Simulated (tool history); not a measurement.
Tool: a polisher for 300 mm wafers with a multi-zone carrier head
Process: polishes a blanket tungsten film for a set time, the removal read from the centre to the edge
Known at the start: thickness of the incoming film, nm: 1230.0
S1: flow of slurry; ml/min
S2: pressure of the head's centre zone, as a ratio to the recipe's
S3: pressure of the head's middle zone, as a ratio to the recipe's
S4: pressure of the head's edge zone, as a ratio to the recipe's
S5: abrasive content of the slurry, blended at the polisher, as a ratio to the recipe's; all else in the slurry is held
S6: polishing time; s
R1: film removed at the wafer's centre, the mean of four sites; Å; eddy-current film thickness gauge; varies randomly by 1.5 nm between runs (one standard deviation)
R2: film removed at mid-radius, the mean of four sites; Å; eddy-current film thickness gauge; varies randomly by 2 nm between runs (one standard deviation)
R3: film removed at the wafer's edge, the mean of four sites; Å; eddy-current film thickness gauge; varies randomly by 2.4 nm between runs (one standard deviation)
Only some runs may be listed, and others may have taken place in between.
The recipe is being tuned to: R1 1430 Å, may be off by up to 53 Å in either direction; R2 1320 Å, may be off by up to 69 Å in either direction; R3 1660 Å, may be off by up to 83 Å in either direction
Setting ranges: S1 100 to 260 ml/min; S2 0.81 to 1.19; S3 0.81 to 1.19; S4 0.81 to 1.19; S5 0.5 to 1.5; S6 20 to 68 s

{"run": 1, "hour": 0.0, "S1": 165, "S2": 1, "S3": 1, "S4": 1, "S5": 1, "S6": 44, "R1": 1759.7, "R2": 1620, "R3": 1737.5}
{"run": 2, "hour": 6.3, "S1": 165, "S2": 1, "S3": 1, "S4": 1.04, "S5": 1, "S6": 44, "R1": 1782.4, "R2": 1671.6, "R3": 1773}
{"run": 3, "hour": 11.9, "S1": 160, "S2": 0.99, "S3": 0.98, "S4": 1.04, "S5": 1, "S6": 44, "R1": 1767.8, "R2": 1648.2, "R3": 1700.7}
{"run": 4, "hour": 20.8, "S1": 170, "S2": 0.99, "S3": 1, "S4": 1.02, "S5": 0.95, "S6": 43, "R1": 1689.9, "R2": 1627.3, "R3": 1701.6}
{"run": 5, "hour": 26.6, "S1": 170, "S2": 1.06, "S3": 1, "S4": 1.02, "S5": 0.95, "S6": 43, "R1": 1795.3, "R2": 1583.2, "R3": 1696.4}
{"run": 6, "hour": 33.5, "S1": 175, "S2": 1.03, "S3": 0.98, "S4": 1, "S5": 0.95, "S6": 43, "R1": 1801.7, "R2": 1569.9, "R3": 1628.1}
{"run": 7, "hour": 41.2, "S1": 165, "S2": 1.05, "S3": 0.99, "S4": 1.02, "S5": 0.95, "S6": 42, "R1": 1748.8, "R2": 1591.9, "R3": 1627.9}
{"run": 8, "hour": 49.7, "S1": 175, "S2": 1.03, "S3": 1, "S4": 1.01, "S5": 1, "S6": 41, "R1": 1739.5, "R2": 1604.9, "R3": 1598.3}
{"run": 9, "hour": 52.7, "S1": 165, "S2": 1.02, "S3": 0.99, "S4": 1.01, "S5": 0.95, "S6": 41, "R1": 1657.6, "R2": 1531.7, "R3": 1571}
{"run": 10, "hour": 60.1, "S1": 160, "S2": 1.01, "S3": 0.97, "S4": 1.03, "S5": 0.9, "S6": 42, "R1": 1661.6, "R2": 1471.5, "R3": 1575}
{"run": 11, "hour": 62.9, "S1": 155, "S2": 1, "S3": 0.97, "S4": 1.04, "S5": 0.9, "S6": 42, "R1": 1605.6, "R2": 1459.8, "R3": 1596.9}
{"run": 12, "hour": 71.2, "S1": 150, "S2": 1, "S3": 0.97, "S4": 1.05, "S5": 0.9, "S6": 42, "R1": 1585.4, "R2": 1471.1, "R3": 1595.2}
{"run": 13, "hour": 77.5, "S1": 145, "S2": 1, "S3": 0.96, "S4": 1.06, "S5": 0.9, "S6": 42, "R1": 1625.1, "R2": 1445.3, "R3": 1562.7}
{"run": 14, "hour": 78.6, "S1": 140, "S2": 0.98, "S3": 0.95, "S4": 1.07, "S5": 0.9, "S6": 43, "R1": 1610.2, "R2": 1460.6, "R3": 1620.3}
{"run": 15, "hour": 80.0, "S1": 135, "S2": 0.97, "S3": 0.94, "S4": 1.08, "S5": 0.9, "S6": 43, "R1": 1555.3, "R2": 1444.1, "R3": 1605.6}
{"run": 16, "hour": 89.0, "S1": 130, "S2": 0.96, "S3": 0.93, "S4": 1.09, "S5": 0.9, "S6": 43, "R1": 1559.6, "R2": 1434.2, "R3": 1647.9}
{"run": 17, "hour": 95.9, "S1": 115, "S2": 0.88, "S3": 0.87, "S4": 1.11, "S5": 0.8, "S6": 43, "R1": 1320.3, "R2": 1234.2, "R3": 1532.6}
{"run": 18, "hour": 101.9, "S1": 120, "S2": 0.88, "S3": 0.87, "S4": 1.12, "S5": 0.8, "S6": 43, "R1": 1329.5, "R2": 1277.6, "R3": 1564.2}

Below are 5 possible settings for the next run. Only one of them brings all results inside the allowed miss of their targets. Which is it?
{"run": "A", "hour": 107.9, "S1": 120, "S2": 0.82, "S3": 0.91, "S4": 1.08, "S5": 0.75, "S6": 43, "R1": "?", "R2": "?", "R3": "?"}
{"run": "B", "hour": 107.9, "S1": 125, "S2": 1.06, "S3": 0.88, "S4": 1.02, "S5": 0.8, "S6": 43, "R1": "?", "R2": "?", "R3": "?"}
{"run": "C", "hour": 107.9, "S1": 165, "S2": 0.97, "S3": 0.9, "S4": 0.96, "S5": 0.75, "S6": 42, "R1": "?", "R2": "?", "R3": "?"}
{"run": "D", "hour": 107.9, "S1": 105, "S2": 0.92, "S3": 0.87, "S4": 1.17, "S5": 0.75, "S6": 48, "R1": "?", "R2": "?", "R3": "?"}
{"run": "E", "hour": 107.9, "S1": 130, "S2": 0.97, "S3": 0.81, "S4": 1.13, "S5": 0.75, "S6": 43, "R1": "?", "R2": "?", "R3": "?"}

move=A R1=1225.4 R2=1281.6 R3=1486
move=B R1=1606.3 R2=1287.4 R3=1497.5
move=C R1=1506.2 R2=1325.5 R3=1452.9
move=D R1=1459.1 R2=1330 R3=1675.5
move=E R1=1459.5 R2=1185.8 R3=1536.6
A: moves away from the targets compared with the last run
B: moves the result that the last run missed by most past its target, out the other side
C: moves the result that the last run missed by most past its target, out the other side
D: in spec on every target
E: brings the result that was furthest off to its target, and leaves another outside
So the answer is move D, the one that meets all the targets.

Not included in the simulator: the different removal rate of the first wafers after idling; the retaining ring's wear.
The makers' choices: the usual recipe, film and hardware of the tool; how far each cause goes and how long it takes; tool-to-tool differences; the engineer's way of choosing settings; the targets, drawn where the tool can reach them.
